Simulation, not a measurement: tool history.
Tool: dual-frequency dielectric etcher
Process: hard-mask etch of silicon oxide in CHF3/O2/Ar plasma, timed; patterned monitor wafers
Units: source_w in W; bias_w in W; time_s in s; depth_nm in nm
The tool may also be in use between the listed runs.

run 1 day=0.000 | source_w=800 bias_w=227 time_s=20.0 | depth_nm=50.344
run 2 day=0.242 | source_w=720 bias_w=203 time_s=20.0 | depth_nm=47.033
run 3 day=0.604 | source_w=850 bias_w=203 time_s=20.0 | depth_nm=50.374
run 4 day=0.896 | source_w=940 bias_w=203 time_s=20.0 | depth_nm=52.241
run 5 day=1.125 | source_w=1060 bias_w=203 time_s=20.0 | depth_nm=54.967
run 6 day=1.488 | source_w=1120 bias_w=203 time_s=20.0 | depth_nm=56.174
run 7 day=1.667 | source_w=1120 bias_w=203 time_s=20.0 | depth_nm=56.342
run 8 day=1.821 | source_w=960 bias_w=184 time_s=19.5 | depth_nm=50.424
run 9 day=1.896 | source_w=840 bias_w=171 time_s=19.0 | depth_nm=46.072

Run 10 comes next. What will it give?
run 10 day=2.146 | source_w=750 bias_w=162 time_s=19.0 | depth_nm=?

{"run 10": {"depth_nm": 43.432}}
